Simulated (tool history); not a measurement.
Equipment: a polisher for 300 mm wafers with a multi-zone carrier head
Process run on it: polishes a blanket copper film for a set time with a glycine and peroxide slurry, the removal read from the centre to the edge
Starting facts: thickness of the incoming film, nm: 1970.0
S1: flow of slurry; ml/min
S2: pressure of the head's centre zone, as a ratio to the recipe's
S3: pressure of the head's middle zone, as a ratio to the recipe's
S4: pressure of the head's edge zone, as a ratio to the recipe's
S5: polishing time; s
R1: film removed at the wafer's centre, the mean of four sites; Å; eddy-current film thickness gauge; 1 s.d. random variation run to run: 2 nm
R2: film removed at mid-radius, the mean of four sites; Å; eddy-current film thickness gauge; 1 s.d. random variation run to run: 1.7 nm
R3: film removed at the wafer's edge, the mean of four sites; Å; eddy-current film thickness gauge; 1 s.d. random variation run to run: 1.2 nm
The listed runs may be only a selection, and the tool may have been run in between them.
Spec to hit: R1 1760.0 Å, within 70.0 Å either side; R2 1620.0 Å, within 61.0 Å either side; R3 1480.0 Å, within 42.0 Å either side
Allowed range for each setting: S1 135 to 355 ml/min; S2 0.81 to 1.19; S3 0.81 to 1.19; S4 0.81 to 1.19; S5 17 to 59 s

run 1 hour=0.0 | S1=225 S2=1.00 S3=1.00 S4=1.00 S5=38 | R1=2046.5 R2=1895.2 R3=1898.0
run 2 hour=1.8 | S1=225 S2=1.00 S3=1.00 S4=0.98 S5=37 | R1=1988.3 R2=1848.2 R3=1814.9
run 3 hour=5.8 | S1=225 S2=1.00 S3=1.00 S4=0.98 S5=33 | R1=1802.5 R2=1628.7 R3=1604.5
run 4 hour=11.9 | S1=225 S2=1.00 S3=1.00 S4=0.93 S5=33 | R1=1784.8 R2=1625.3 R3=1595.9
run 5 hour=19.0 | S1=225 S2=0.92 S3=1.00 S4=0.93 S5=33 | R1=1624.3 R2=1612.4 R3=1591.8
run 6 hour=24.7 | S1=225 S2=0.93 S3=1.01 S4=0.92 S5=33 | R1=1646.2 R2=1630.4 R3=1579.7
run 7 hour=31.5 | S1=225 S2=0.94 S3=1.01 S4=0.91 S5=33 | R1=1679.7 R2=1613.9 R3=1570.1
run 8 hour=34.3 | S1=225 S2=0.95 S3=1.02 S4=0.90 S5=33 | R1=1681.6 R2=1655.9 R3=1542.1
run 9 hour=39.1 | S1=225 S2=0.95 S3=1.02 S4=0.90 S5=33 | R1=1693.7 R2=1675.1 R3=1577.6
run 10 hour=39.7 | S1=225 S2=0.96 S3=1.02 S4=0.89 S5=33 | R1=1709.5 R2=1686.5 R3=1577.1
run 11 hour=42.6 | S1=210 S2=1.03 S3=1.00 S4=0.81 S5=32 | R1=1737.8 R2=1567.0 R3=1439.2

Next run, 5 choices. One meets every target within its allowed miss, the rest don't. Which?
run A hour=45.5 | S1=160 S2=1.04 S3=0.96 S4=0.81 S5=32 | R1=? R2=? R3=?
run B hour=45.5 | S1=240 S2=1.06 S3=1.04 S4=0.90 S5=31 | R1=? R2=? R3=?
run C hour=45.5 | S1=215 S2=1.13 S3=0.98 S4=0.81 S5=31 | R1=? R2=? R3=?
run D hour=45.5 | S1=200 S2=0.95 S3=1.01 S4=0.85 S5=34 | R1=? R2=? R3=?
run E hour=45.5 | S1=260 S2=1.05 S3=1.13 S4=0.81 S5=30 | R1=? R2=? R3=?

move=A R1=1691.0 R2=1496.3 R3=1402.7
move=B R1=1783.4 R2=1646.4 R3=1487.3
move=C R1=1861.0 R2=1543.6 R3=1405.2
move=D R1=1723.3 R2=1720.6 R3=1561.9
move=E R1=1729.8 R2=1726.7 R3=1381.0
A: its largest miss is bigger than the last run's
B: every result within its allowed miss
C: its largest miss is bigger than the last run's
D: takes the biggest miss from the last run beyond its target
E: its largest miss is bigger than the last run's
Move B is the one to make.

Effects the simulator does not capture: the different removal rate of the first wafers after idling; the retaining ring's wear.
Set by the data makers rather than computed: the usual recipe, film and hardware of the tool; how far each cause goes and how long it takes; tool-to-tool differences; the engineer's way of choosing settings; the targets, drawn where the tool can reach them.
